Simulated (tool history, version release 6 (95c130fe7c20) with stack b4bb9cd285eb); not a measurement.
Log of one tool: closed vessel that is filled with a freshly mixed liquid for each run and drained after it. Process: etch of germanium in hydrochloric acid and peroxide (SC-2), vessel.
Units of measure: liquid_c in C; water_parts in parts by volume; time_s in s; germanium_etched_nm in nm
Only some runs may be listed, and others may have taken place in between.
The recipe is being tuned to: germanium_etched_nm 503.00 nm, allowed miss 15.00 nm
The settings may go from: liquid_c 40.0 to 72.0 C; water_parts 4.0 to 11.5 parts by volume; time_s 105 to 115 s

Run 1, hour 0.0: liquid_c 56.0 C, water_parts 6.5 parts by volume, time_s 105 s. Result: germanium_etched_nm 442.69 nm.
Run 2, hour 8.3: liquid_c 56.0 C, water_parts 5.0 parts by volume, time_s 105 s. Result: germanium_etched_nm 440.58 nm.
Run 3, hour 15.9: liquid_c 53.0 C, water_parts 5.0 parts by volume, time_s 105 s. Result: germanium_etched_nm 403.73 nm.
Run 4, hour 19.6: liquid_c 53.0 C, water_parts 6.0 parts by volume, time_s 105 s. Result: germanium_etched_nm 397.52 nm.
Run 5, hour 23.4: liquid_c 53.0 C, water_parts 4.5 parts by volume, time_s 105 s. Result: germanium_etched_nm 405.81 nm.
Run 6, hour 32.2: liquid_c 53.0 C, water_parts 4.5 parts by volume, time_s 105 s. Result: germanium_etched_nm 407.40 nm.
At hour 35.1: thermometer replaced.
Run 7, hour 35.1: liquid_c 53.5 C, water_parts 4.5 parts by volume, time_s 105 s. Result: germanium_etched_nm 380.35 nm.
Run 8, hour 37.0: liquid_c 54.5 C, water_parts 4.5 parts by volume, time_s 105 s. Result: germanium_etched_nm 398.38 nm.
Run 9, hour 44.1: liquid_c 55.5 C, water_parts 4.5 parts by volume, time_s 105 s. Result: germanium_etched_nm 411.97 nm.

Exactly one of the 4 candidate moves below puts every result within its allowed miss. Which one?
Run A, hour 51.2: liquid_c 59.0 C, water_parts 4.0 parts by volume, time_s 115 s. Result: germanium_etched_nm ?.
Run B, hour 51.2: liquid_c 62.5 C, water_parts 5.0 parts by volume, time_s 115 s. Result: germanium_etched_nm ?.
Run C, hour 51.2: liquid_c 52.5 C, water_parts 4.0 parts by volume, time_s 105 s. Result: germanium_etched_nm ?.
Run D, hour 51.2: liquid_c 56.0 C, water_parts 4.0 parts by volume, time_s 115 s. Result: germanium_etched_nm ?.

move  germanium_etched_nm
   A               502.86
   B               555.78
   C               374.94
   D               458.46
A: each result inside its tolerance
B: takes the biggest miss from the last run beyond its target
C: the biggest miss grows against the last run
D: gains on the last run, yet a result remains outside its allowed miss
Go with A: it meets all targets.
